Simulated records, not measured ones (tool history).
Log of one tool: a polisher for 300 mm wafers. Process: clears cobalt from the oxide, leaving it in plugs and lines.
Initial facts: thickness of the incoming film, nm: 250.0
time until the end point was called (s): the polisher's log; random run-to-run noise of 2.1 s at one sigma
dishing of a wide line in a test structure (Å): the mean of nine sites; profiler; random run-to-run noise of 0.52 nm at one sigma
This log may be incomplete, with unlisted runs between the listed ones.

run  hour  flow of slurry (ml/min)  pressure of the wafer on the pad (psi)  speed of the pad under the wafer (m/s)  overpolish time after the end point (s)  time until the end point was called (s)  dishing of a wide line in a test structure (Å)
  1   0.0                      185                                     1.3                                    1.24                                       30                                   66.540                                          467.44
  2   0.8                      185                                     1.6                                    1.24                                       30                                   56.299                                          497.24
  3   5.0                      140                                     1.6                                    1.24                                       30                                   59.741                                          500.48
  4   8.3                      140                                     1.6                                    1.06                                       30                                   68.576                                          470.06
  5  11.1                      140                                     1.6                                    0.88                                       30                                   82.660                                          460.85
  6  17.6                      145                                     1.5                                    0.88                                       26                                   84.729                                          425.90
  7  23.2                      145                                     1.4                                    0.88                                       24                                   91.710                                          399.65
  8  26.5                      145                                     1.3                                    0.88                                       23                                   98.707                                          376.83
  9  32.7                      145                                     0.9                                    0.86                                       17                                  130.790                                          255.22

Expected results for the next run?
 10  35.5                      150                                     0.9                                    0.84                                       19                                        ?                                               ?

Run 10 yielded time until the end point was called (s) 134.390, dishing of a wide line in a test structure (Å) 279.53.
